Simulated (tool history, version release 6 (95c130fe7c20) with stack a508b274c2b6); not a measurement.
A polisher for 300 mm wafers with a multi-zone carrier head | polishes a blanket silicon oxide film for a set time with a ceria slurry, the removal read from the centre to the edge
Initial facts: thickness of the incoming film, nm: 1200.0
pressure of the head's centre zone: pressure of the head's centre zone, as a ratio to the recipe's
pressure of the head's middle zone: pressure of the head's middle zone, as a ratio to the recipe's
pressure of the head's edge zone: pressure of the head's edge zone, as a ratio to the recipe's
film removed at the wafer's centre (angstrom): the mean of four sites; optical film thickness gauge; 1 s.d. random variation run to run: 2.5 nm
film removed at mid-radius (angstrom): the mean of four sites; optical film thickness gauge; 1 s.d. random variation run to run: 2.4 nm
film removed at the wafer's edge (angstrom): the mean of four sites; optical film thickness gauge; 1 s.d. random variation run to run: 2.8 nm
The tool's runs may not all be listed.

run	hour	flow of slurry (ml/min)	pressure of the head's centre zone	pressure of the head's middle zone	pressure of the head's edge zone	polishing time (s)	film removed at the wafer's centre (angstrom)	film removed at mid-radius (angstrom)	film removed at the wafer's edge (angstrom)
1	0.0	160	1.00	1.00	1.00	78	2154.1	2270.7	2221.7
2	4.7	175	1.00	1.05	1.03	81	2241.4	2532.9	2366.2
3	5.9	185	1.02	1.08	1.06	83	2403.5	2711.1	2438.6
4	6.8	145	1.02	1.08	1.06	83	2261.2	2572.1	2451.3
5	10.0	155	1.03	1.11	1.08	85	2383.1	2704.7	2480.9
6	11.1	115	1.03	1.11	1.08	85	2184.3	2510.1	2348.6
7	13.5	145	1.03	1.12	1.09	85	2295.1	2706.5	2472.6
8	16.2	165	1.03	1.13	1.10	85	2462.5	2804.1	2506.4

Run 9 comes next. What will it give?
9	17.7	175	1.01	1.14	1.12	86	?	?	?

For run 9 the tool returned film removed at the wafer's centre (angstrom) 2422.9, film removed at mid-radius (angstrom) 2868.0, film removed at the wafer's edge (angstrom) 2594.6.

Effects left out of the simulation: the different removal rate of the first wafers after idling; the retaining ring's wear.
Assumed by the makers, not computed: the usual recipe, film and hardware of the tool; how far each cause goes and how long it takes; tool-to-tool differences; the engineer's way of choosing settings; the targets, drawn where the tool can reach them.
